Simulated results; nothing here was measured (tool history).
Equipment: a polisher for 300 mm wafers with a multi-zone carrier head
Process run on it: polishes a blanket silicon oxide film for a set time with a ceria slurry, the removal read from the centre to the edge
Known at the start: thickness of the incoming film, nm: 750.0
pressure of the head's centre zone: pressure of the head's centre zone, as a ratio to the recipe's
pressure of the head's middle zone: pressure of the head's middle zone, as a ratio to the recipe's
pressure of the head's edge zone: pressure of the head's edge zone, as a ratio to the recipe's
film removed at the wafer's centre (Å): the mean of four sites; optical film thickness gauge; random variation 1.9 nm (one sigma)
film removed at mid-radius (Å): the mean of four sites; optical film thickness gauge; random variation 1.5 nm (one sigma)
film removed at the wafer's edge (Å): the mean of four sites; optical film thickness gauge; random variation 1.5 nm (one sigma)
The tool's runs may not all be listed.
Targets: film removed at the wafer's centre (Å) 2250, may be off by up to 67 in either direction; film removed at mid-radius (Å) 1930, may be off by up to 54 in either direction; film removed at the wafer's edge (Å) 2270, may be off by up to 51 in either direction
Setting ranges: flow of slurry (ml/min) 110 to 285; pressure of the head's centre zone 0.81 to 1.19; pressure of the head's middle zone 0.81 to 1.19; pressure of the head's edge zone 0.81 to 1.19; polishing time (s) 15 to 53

| run | day | flow of slurry (ml/min) | pressure of the head's centre zone | pressure of the head's middle zone | pressure of the head's edge zone | polishing time (s) | film removed at the wafer's centre (Å) | film removed at mid-radius (Å) | film removed at the wafer's edge (Å) |
|---|---|---|---|---|---|---|---|---|---|
| 1 | 0 | 180 | 1 | 1 | 1 | 34 | 3164.6 | 3148.4 | 3015.3 |
| 2 | 0.321 | 170 | 1 | 0.97 | 1 | 33 | 2980.7 | 2965.1 | 2890.5 |
| 3 | 0.467 | 170 | 1.01 | 0.95 | 1.02 | 32 | 2933.3 | 2835 | 2833 |
| 4 | 0.804 | 170 | 0.95 | 0.95 | 1.02 | 32 | 2797.2 | 2800.2 | 2866.2 |
| 5 | 1.1 | 140 | 0.95 | 0.95 | 1.02 | 32 | 2639.5 | 2701.1 | 2780.9 |
| 6 | 1.217 | 140 | 0.91 | 0.95 | 1.02 | 32 | 2520.5 | 2700.8 | 2725.8 |
| 7 | 1.367 | 140 | 0.92 | 0.93 | 1.02 | 31 | 2502.8 | 2554.7 | 2647.5 |
| 8 | 1.567 | 140 | 0.93 | 0.91 | 1.02 | 30 | 2468.9 | 2414.4 | 2569.7 |
| 9 | 1.725 | 140 | 0.93 | 0.91 | 1.02 | 30 | 2410.6 | 2493 | 2605.7 |
| 10 | 1.833 | 140 | 0.93 | 0.91 | 1.02 | 30 | 2410.4 | 2436.4 | 2581.8 |
| 11 | 2.204 | 110 | 1.01 | 0.81 | 1.03 | 25 | 2033.6 | 1711.9 | 2054 |

Which single option among these 5 for the next run brings every result within its allowed miss of target? Just one does.
| A | 2.575 | 110 | 1 | 0.81 | 1.03 | 26 | ? | ? | ? |
| B | 2.575 | 110 | 0.96 | 0.85 | 1.08 | 27 | ? | ? | ? |
| C | 2.575 | 110 | 0.99 | 0.81 | 0.99 | 28 | ? | ? | ? |
| D | 2.575 | 150 | 1.06 | 0.88 | 1.05 | 24 | ? | ? | ? |
| E | 2.575 | 110 | 1.12 | 0.87 | 1.09 | 25 | ? | ? | ? |

| move | film removed at the wafer's centre (Å) | film removed at mid-radius (Å) | film removed at the wafer's edge (Å) |
|---|---|---|---|
| A | 2103.2 | 1770.3 | 2145.9 |
| B | 2096.7 | 1912.6 | 2280.2 |
| C | 2242.2 | 1906.7 | 2267 |
| D | 2262.8 | 1899.3 | 2116.9 |
| E | 2267.8 | 1803.6 | 2120.5 |
A: gains on the last run, yet a result remains outside its allowed miss
B: corrects the largest miss of the last run, while another result sits out of spec
C: every result within its allowed miss
D: gains on the last run, yet a result remains outside its allowed miss
E: gains on the last run, yet a result remains outside its allowed miss
The move that meets every target is C.

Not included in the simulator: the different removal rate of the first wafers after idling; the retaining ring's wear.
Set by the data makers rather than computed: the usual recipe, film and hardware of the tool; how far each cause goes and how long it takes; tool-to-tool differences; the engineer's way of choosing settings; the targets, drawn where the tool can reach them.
